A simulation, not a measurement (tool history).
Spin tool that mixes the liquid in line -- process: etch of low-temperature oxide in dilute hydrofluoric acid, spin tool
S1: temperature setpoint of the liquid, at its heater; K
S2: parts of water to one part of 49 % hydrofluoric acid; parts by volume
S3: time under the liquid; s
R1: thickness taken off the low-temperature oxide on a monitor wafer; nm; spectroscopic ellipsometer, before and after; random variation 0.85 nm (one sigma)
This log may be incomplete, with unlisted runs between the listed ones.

run	hour	S1	S2	S3	R1
1	0	296.15	80	325	60.216
2	8.4	296.15	60	325	83.767
3	9.6	296.15	85	325	57.115
4	13.6	296.15	85	345	59.559
5	20.4	296.15	75	345	69.084
6	22.3	297.65	75	345	72.192
7	27.5	298.65	70	345	81.852

Forecast run 8:
8	35.2	299.65	70	345	?

{"run 8": {"R1": 86.546}}
